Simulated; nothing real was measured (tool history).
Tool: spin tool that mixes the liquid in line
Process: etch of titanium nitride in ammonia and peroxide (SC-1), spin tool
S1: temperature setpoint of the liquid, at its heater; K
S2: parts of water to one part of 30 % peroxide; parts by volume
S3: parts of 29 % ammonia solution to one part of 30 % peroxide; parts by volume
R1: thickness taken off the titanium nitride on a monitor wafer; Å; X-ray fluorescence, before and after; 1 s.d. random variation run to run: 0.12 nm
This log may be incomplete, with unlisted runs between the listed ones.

{"run": 1, "hour": 0.0, "S1": 320.15, "S2": 6, "S3": 0.55, "time under the liquid (s)": 135, "R1": 89.272}
{"run": 2, "hour": 7.6, "S1": 321.15, "S2": 6, "S3": 0.55, "time under the liquid (s)": 135, "R1": 97.376}
{"run": 3, "hour": 14.9, "S1": 321.65, "S2": 6, "S3": 0.55, "time under the liquid (s)": 135, "R1": 100.84}
{"run": 4, "hour": 21.5, "S1": 321.65, "S2": 6, "S3": 0.55, "time under the liquid (s)": 135, "R1": 99.495}
{"run": 5, "hour": 29.6, "S1": 321.65, "S2": 6, "S3": 0.55, "time under the liquid (s)": 135, "R1": 101.95}
{"run": 6, "hour": 33.3, "S1": 322.15, "S2": 6, "S3": 0.55, "time under the liquid (s)": 135, "R1": 105.13}
{"run": 7, "hour": 39.8, "S1": 322.65, "S2": 6, "S3": 0.55, "time under the liquid (s)": 135, "R1": 107.32}

Run 8, settings as shown, results not yet in. Your forecast:
{"run": 8, "hour": 44.8, "S1": 323.15, "S2": 6, "S3": 0.55, "time under the liquid (s)": 135, "R1": "?"}

Run 8 measured R1 112.560 Å.

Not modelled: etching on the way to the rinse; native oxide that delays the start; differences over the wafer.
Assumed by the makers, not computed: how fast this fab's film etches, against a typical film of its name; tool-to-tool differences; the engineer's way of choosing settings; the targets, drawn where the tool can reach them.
